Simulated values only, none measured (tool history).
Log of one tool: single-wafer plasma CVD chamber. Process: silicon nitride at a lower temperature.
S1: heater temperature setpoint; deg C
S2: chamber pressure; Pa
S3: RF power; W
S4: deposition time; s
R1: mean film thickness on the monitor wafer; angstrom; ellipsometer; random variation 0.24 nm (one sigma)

run  hour   S1   S2   S3    S4      R1
  1   0.0  365  251  255  40.0  412.56
  2   8.8  365  260  260  40.0  419.92
  3  14.9  365  228  260  40.0  409.40
  4  17.0  365  255  260  40.0  424.09
  5  23.6  365  255  225  40.0  374.51
  6  29.1  365  255  225  41.3  384.82
  7  35.9  364  305  265  41.3  458.65
  8  39.6  364  308  265  41.3  454.92
  9  43.9  364  311  265  41.3  461.79
 10  47.3  364  313  265  41.3  459.88
 11  52.5  364  316  265  41.3  463.82
 12  58.0  364  319  265  41.3  464.75
 13  61.1  364  321  265  41.3  464.08
 14  67.3  364  324  265  41.3  468.01
 15  72.3  364  327  265  41.3  468.15
 16  79.1  364  328  265  41.3  469.09

Run 17 comes next. What will it give?
 17  82.1  364  329  265  41.3   ?

{"run 17": {"R1": 467.53}}
